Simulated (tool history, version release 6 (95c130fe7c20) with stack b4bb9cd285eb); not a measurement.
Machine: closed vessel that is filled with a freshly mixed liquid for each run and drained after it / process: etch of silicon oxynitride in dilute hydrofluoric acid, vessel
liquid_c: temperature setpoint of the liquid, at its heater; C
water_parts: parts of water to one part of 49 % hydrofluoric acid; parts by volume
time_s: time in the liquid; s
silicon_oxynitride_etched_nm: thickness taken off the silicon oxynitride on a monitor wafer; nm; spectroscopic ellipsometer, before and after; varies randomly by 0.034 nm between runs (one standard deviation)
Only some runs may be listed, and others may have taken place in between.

run	hour	liquid_c	water_parts	time_s	silicon_oxynitride_etched_nm
1	0	24	110	650	8.5043
2	3.1	24	145	650	6.3161
3	11.8	25.5	145	650	6.7213
4	13.1	26.5	145	650	7.0016
5	22	26.5	145	700	7.6014
# hour 31.3: thermometer replaced
6	31.3	27.5	145	700	7.5006

Run 7 is up next; what results do you expect?
7	35.1	28.5	145	700	?

silicon_oxynitride_etched_nm: 7.8316 nm
